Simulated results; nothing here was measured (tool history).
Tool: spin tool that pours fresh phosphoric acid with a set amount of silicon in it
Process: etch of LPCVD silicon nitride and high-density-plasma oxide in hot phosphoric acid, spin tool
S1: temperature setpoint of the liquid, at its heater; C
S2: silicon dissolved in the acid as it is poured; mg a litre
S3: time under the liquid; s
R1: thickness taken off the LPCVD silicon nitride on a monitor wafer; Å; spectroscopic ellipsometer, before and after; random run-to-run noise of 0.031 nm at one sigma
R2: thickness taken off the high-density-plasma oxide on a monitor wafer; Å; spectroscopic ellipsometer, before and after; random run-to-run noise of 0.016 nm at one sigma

run,hour,S1,S2,S3,R1,R2
1,0,163,13.5,180,159.44,4.3808
2,1.1,162.5,10.5,150,129.74,3.3444
3,4,162.5,8.5,125,107.93,3.0028
4,11.3,162.5,8.5,175,152.7,4.5232
5,13.3,162.5,6.5,145,125.75,4.4063
6,18,163.5,6.5,145,130.22,3.8881

Run 7 has not been measured yet. What should we expect?
7,19.9,161,15.5,55,?,?

Run 7 gave R1 45.264 Å, R2 1.0367 Å.
